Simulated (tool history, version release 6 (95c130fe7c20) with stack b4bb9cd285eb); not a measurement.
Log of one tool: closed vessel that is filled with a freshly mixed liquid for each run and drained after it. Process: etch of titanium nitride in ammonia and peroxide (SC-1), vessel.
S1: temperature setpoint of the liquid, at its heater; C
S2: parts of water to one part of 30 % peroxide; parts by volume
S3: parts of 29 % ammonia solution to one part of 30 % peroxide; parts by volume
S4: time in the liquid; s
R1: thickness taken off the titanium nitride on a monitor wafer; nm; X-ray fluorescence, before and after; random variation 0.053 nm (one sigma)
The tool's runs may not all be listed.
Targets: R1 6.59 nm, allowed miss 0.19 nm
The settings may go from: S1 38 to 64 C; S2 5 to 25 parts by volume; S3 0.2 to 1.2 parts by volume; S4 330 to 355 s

{"run": 1, "hour": 0.0, "S1": 48, "S2": 14, "S3": 0.7, "S4": 330, "R1": 8.8784}
{"run": 2, "hour": 8.7, "S1": 52.5, "S2": 14, "S3": 0.7, "S4": 330, "R1": 12.159}
{"run": 3, "hour": 15.1, "S1": 52.5, "S2": 9.5, "S3": 0.7, "S4": 330, "R1": 15.263}
{"run": 4, "hour": 22.5, "S1": 49.5, "S2": 9.5, "S3": 0.7, "S4": 330, "R1": 12.329}
{"run": 5, "hour": 26.9, "S1": 56, "S2": 9.5, "S3": 0.7, "S4": 330, "R1": 19.491}
{"run": 6, "hour": 33.7, "S1": 52, "S2": 9.5, "S3": 0.7, "S4": 330, "R1": 14.577}
{"run": 7, "hour": 42.6, "S1": 49, "S2": 9.5, "S3": 0.7, "S4": 330, "R1": 11.968}
{"run": 8, "hour": 48.0, "S1": 47, "S2": 9.5, "S3": 0.7, "S4": 330, "R1": 10.336}
{"run": 9, "hour": 49.5, "S1": 45.5, "S2": 9.5, "S3": 0.7, "S4": 330, "R1": 9.0874}
{"run": 10, "hour": 55.7, "S1": 44.5, "S2": 9.5, "S3": 0.7, "S4": 330, "R1": 8.6063}
{"run": 11, "hour": 58.0, "S1": 43.5, "S2": 9.5, "S3": 0.7, "S4": 330, "R1": 8.0225}

5 next moves are on the table. One of them brings every result within its allowed miss. Which?
{"run": "A", "hour": 60.3, "S1": 45.5, "S2": 13.5, "S3": 0.45, "S4": 335, "R1": "?"}
{"run": "B", "hour": 60.3, "S1": 42, "S2": 11, "S3": 0.6, "S4": 355, "R1": "?"}
{"run": "C", "hour": 60.3, "S1": 41, "S2": 9.5, "S3": 0.7, "S4": 330, "R1": "?"}
{"run": "D", "hour": 60.3, "S1": 39, "S2": 6, "S3": 0.6, "S4": 330, "R1": "?"}
{"run": "E", "hour": 60.3, "S1": 42, "S2": 9, "S3": 0.55, "S4": 330, "R1": "?"}

move=A R1=7.1322
move=B R1=6.8837
move=C R1=6.5807
move=D R1=6.9419
move=E R1=6.9956
A: nearer than the last run, and not there yet
B: nearer than the last run, and not there yet
C: meets every target
D: nearer than the last run, and not there yet
E: nearer than the last run, and not there yet
Answer: C
